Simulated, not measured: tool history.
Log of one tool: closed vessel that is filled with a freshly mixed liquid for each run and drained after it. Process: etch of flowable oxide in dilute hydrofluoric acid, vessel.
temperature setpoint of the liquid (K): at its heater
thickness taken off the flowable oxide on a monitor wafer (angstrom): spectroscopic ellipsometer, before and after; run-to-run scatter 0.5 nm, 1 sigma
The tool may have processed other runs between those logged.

run,hour,temperature setpoint of the liquid (K),parts of water to one part of 49 % hydrofluoric acid (parts by volume),time in the liquid (s),thickness taken off the flowable oxide on a monitor wafer (angstrom)
1,0,297.15,280,670,472.6
2,6.9,298.65,260,670,545.8
3,16,296.15,260,670,498.34
4,19.3,297.65,245,670,569.31
5,24.8,298.65,230,670,635.06
6,26.2,298.65,190,670,801.79
7,29.1,299.65,190,670,833.31

Run 8, settings as shown, results not yet in. Your forecast:
8,36.4,300.65,190,670,?

thickness taken off the flowable oxide on a monitor wafer (angstrom): 870.73
